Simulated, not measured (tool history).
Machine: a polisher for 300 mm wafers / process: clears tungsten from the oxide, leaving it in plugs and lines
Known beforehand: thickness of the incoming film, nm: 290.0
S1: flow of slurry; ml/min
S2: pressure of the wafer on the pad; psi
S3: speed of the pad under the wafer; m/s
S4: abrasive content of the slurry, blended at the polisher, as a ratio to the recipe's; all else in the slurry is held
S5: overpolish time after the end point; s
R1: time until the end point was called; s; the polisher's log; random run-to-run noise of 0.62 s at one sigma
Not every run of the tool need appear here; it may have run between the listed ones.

{"run": 1, "day": 0.0, "S1": 285, "S2": 4.8, "S3": 0.92, "S4": 1, "S5": 34, "R1": 59.525}
{"run": 2, "day": 0.192, "S1": 285, "S2": 4.8, "S3": 1.04, "S4": 1, "S5": 34, "R1": 53.8}
{"run": 3, "day": 0.288, "S1": 285, "S2": 4.8, "S3": 1.04, "S4": 0.9, "S5": 34, "R1": 53.705}
{"run": 4, "day": 0.654, "S1": 285, "S2": 5.3, "S3": 1.04, "S4": 0.9, "S5": 34, "R1": 49.707}
{"run": 5, "day": 1.012, "S1": 285, "S2": 5.3, "S3": 1.04, "S4": 0.9, "S5": 34, "R1": 50.33}
{"run": 6, "day": 1.142, "S1": 285, "S2": 5.5, "S3": 1.04, "S4": 0.9, "S5": 34, "R1": 48.364}
{"run": 7, "day": 1.396, "S1": 285, "S2": 5.7, "S3": 1.04, "S4": 0.9, "S5": 34, "R1": 46.266}
{"run": 8, "day": 1.738, "S1": 285, "S2": 5.8, "S3": 1.04, "S4": 0.9, "S5": 34, "R1": 45.606}

Run 9 is up next; what results do you expect?
{"run": 9, "day": 1.867, "S1": 285, "S2": 5.9, "S3": 1.04, "S4": 0.9, "S5": 34, "R1": "?"}

{"run 9": {"R1": 44.456}}
